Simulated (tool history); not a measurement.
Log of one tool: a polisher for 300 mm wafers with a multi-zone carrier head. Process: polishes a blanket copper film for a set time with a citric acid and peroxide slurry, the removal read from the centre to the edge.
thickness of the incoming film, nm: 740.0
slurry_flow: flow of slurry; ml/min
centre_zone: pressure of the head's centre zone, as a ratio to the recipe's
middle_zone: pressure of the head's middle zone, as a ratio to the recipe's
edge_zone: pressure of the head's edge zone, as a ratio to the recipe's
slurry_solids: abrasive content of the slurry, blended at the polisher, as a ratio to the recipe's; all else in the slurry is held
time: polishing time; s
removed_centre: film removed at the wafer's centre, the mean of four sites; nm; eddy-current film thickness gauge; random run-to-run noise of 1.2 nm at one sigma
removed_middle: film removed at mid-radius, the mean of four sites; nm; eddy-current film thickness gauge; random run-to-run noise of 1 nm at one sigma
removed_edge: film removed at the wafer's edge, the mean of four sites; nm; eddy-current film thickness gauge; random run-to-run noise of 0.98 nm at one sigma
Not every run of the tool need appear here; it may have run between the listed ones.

run 1 day=0.000 | slurry_flow=150 centre_zone=1.00 middle_zone=1.00 edge_zone=1.00 slurry_solids=1.00 time=53 | removed_centre=139.57 removed_middle=137.74 removed_edge=135.49
run 2 day=0.183 | slurry_flow=150 centre_zone=1.05 middle_zone=1.00 edge_zone=1.00 slurry_solids=1.00 time=53 | removed_centre=146.95 removed_middle=134.69 removed_edge=137.63
run 3 day=0.229 | slurry_flow=165 centre_zone=1.05 middle_zone=1.00 edge_zone=1.00 slurry_solids=1.00 time=53 | removed_centre=147.04 removed_middle=137.57 removed_edge=137.57
run 4 day=0.342 | slurry_flow=165 centre_zone=1.05 middle_zone=1.00 edge_zone=1.00 slurry_solids=1.00 time=43 | removed_centre=119.09 removed_middle=112.45 removed_edge=113.22
run 5 day=0.588 | slurry_flow=165 centre_zone=1.05 middle_zone=1.00 edge_zone=1.00 slurry_solids=0.80 time=43 | removed_centre=115.42 removed_middle=107.67 removed_edge=107.83
run 6 day=0.892 | slurry_flow=165 centre_zone=1.09 middle_zone=1.00 edge_zone=1.00 slurry_solids=0.80 time=43 | removed_centre=120.06 removed_middle=107.10 removed_edge=107.01
run 7 day=1.250 | slurry_flow=170 centre_zone=1.11 middle_zone=0.99 edge_zone=1.00 slurry_solids=0.95 time=45 | removed_centre=133.14 removed_middle=115.82 removed_edge=117.70
run 8 day=1.504 | slurry_flow=175 centre_zone=1.13 middle_zone=0.98 edge_zone=1.00 slurry_solids=1.05 time=46 | removed_centre=137.97 removed_middle=117.54 removed_edge=122.33
run 9 day=1.638 | slurry_flow=170 centre_zone=1.14 middle_zone=0.98 edge_zone=0.98 slurry_solids=1.15 time=48 | removed_centre=148.72 removed_middle=125.70 removed_edge=128.20
run 10 day=1.896 | slurry_flow=175 centre_zone=1.15 middle_zone=0.97 edge_zone=0.98 slurry_solids=1.20 time=48 | removed_centre=154.78 removed_middle=126.85 removed_edge=130.79
run 11 day=2.162 | slurry_flow=185 centre_zone=1.16 middle_zone=0.97 edge_zone=0.99 slurry_solids=1.25 time=48 | removed_centre=156.61 removed_middle=129.53 removed_edge=132.99
run 12 day=2.467 | slurry_flow=190 centre_zone=1.17 middle_zone=0.96 edge_zone=1.00 slurry_solids=1.30 time=48 | removed_centre=158.57 removed_middle=129.55 removed_edge=134.09
run 13 day=2.775 | slurry_flow=190 centre_zone=1.17 middle_zone=0.95 edge_zone=1.00 slurry_solids=1.35 time=48 | removed_centre=160.31 removed_middle=128.64 removed_edge=134.45
run 14 day=2.875 | slurry_flow=190 centre_zone=1.17 middle_zone=0.95 edge_zone=1.00 slurry_solids=1.35 time=48 | removed_centre=161.52 removed_middle=128.66 removed_edge=134.05
run 15 day=3.242 | slurry_flow=195 centre_zone=1.17 middle_zone=0.95 edge_zone=1.02 slurry_solids=1.40 time=48 | removed_centre=164.00 removed_middle=130.00 removed_edge=136.57
run 16 day=3.504 | slurry_flow=200 centre_zone=1.17 middle_zone=0.95 edge_zone=1.04 slurry_solids=1.40 time=48 | removed_centre=162.77 removed_middle=129.63 removed_edge=139.34

Estimate the outcome of run 17 from the log above:
run 17 day=3.825 | slurry_flow=205 centre_zone=1.17 middle_zone=0.95 edge_zone=1.04 slurry_solids=1.40 time=48 | removed_centre=? removed_middle=? removed_edge=?

Run 17 came out at removed_centre 163.17 nm, removed_middle 130.54 nm, removed_edge 138.96 nm.

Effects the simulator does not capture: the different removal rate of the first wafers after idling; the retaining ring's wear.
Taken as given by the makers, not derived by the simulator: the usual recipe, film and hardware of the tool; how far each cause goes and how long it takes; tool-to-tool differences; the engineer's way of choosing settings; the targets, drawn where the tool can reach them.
